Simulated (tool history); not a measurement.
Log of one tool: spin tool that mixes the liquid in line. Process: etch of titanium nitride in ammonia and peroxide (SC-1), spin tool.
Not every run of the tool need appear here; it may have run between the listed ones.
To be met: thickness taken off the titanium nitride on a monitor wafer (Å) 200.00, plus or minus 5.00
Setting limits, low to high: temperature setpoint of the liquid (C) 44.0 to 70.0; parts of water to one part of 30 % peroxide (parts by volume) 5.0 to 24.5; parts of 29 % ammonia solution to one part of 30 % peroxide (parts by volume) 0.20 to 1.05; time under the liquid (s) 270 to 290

run  hour  temperature setpoint of the liquid (C)  parts of water to one part of 30 % peroxide (parts by volume)  parts of 29 % ammonia solution to one part of 30 % peroxide (parts by volume)  time under the liquid (s)  thickness taken off the titanium nitride on a monitor wafer (Å)
  1   0.0                                    60.0                                                           13.5                                                                           0.55                        270                                                           272.87
  2   1.4                                    60.0                                                            8.5                                                                           0.55                        270                                                           345.39
  3   4.0                                    58.0                                                            8.5                                                                           0.55                        270                                                           302.77
  4   6.8                                    56.5                                                            8.5                                                                           0.55                        270                                                           272.96
  5  13.2                                    55.0                                                            8.5                                                                           0.55                        270                                                           247.06
  6  21.8                                    54.0                                                            8.5                                                                           0.55                        270                                                           230.91
  7  22.4                                    53.5                                                            8.5                                                                           0.55                        270                                                           221.95
     27.4  -- heated supply line repaired
  8  27.4                                    53.0                                                            8.5                                                                           0.55                        270                                                           268.26
  9  28.3                                    53.0                                                            8.5                                                                           0.55                        270                                                           267.81
 10  33.2                                    50.5                                                            9.5                                                                           0.55                        270                                                           214.24
 11  35.9                                    50.0                                                            9.5                                                                           0.55                        270                                                           206.74

Exactly one of the 4 candidate moves below puts every result within its allowed miss. Which one?
  A  38.6                                    50.5                                                           10.5                                                                           0.60                        290                                                                ?
  B  38.6                                    50.0                                                           11.0                                                                           0.75                        270                                                                ?
  C  38.6                                    51.0                                                           10.0                                                                           0.55                        270                                                                ?
  D  38.6                                    49.5                                                            9.0                                                                           0.50                        285                                                                ?

move  thickness taken off the titanium nitride on a monitor wafer (Å)
   A                                                           220.70
   B                                                           201.10
   C                                                           214.98
   D                                                           212.38
A: moves away from the targets compared with the last run
B: each result inside its tolerance
C: moves away from the targets compared with the last run
D: moves away from the targets compared with the last run
The right move is B.
